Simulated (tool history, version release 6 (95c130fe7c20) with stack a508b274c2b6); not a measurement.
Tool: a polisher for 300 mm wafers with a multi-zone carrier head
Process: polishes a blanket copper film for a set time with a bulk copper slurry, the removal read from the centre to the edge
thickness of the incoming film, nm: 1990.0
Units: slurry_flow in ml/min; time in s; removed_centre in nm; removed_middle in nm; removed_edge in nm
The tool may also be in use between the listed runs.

{"run": 1, "hour": 0.0, "slurry_flow": 245, "centre_zone": 1, "middle_zone": 1, "edge_zone": 1, "slurry_solids": 1, "time": 50, "removed_centre": 655.29, "removed_middle": 630.5, "removed_edge": 633.27}
{"run": 2, "hour": 1.6, "slurry_flow": 245, "centre_zone": 1.05, "middle_zone": 1, "edge_zone": 1, "slurry_solids": 1, "time": 50, "removed_centre": 697.93, "removed_middle": 624.24, "removed_edge": 622.25}
{"run": 3, "hour": 2.8, "slurry_flow": 245, "centre_zone": 1.05, "middle_zone": 1, "edge_zone": 1.06, "slurry_solids": 1, "time": 50, "removed_centre": 697.83, "removed_middle": 624.68, "removed_edge": 659.73}
{"run": 4, "hour": 9.7, "slurry_flow": 240, "centre_zone": 1.04, "middle_zone": 0.97, "edge_zone": 1.02, "slurry_solids": 0.9, "time": 50, "removed_centre": 663.11, "removed_middle": 584.57, "removed_edge": 616.09}
{"run": 5, "hour": 14.2, "slurry_flow": 235, "centre_zone": 1.03, "middle_zone": 0.95, "edge_zone": 0.98, "slurry_solids": 0.85, "time": 50, "removed_centre": 647.16, "removed_middle": 571.56, "removed_edge": 593.84}
{"run": 6, "hour": 18.1, "slurry_flow": 235, "centre_zone": 1.03, "middle_zone": 0.95, "edge_zone": 0.91, "slurry_solids": 0.85, "time": 50, "removed_centre": 636.57, "removed_middle": 569.69, "removed_edge": 575}

Run 7 comes next. What will it give?
{"run": 7, "hour": 24.6, "slurry_flow": 235, "centre_zone": 1.03, "middle_zone": 0.94, "edge_zone": 0.89, "slurry_solids": 0.8, "time": 49, "removed_centre": "?", "removed_middle": "?", "removed_edge": "?"}

removed_centre: 622.59 nm
removed_middle: 540.44 nm
removed_edge: 546.75 nm
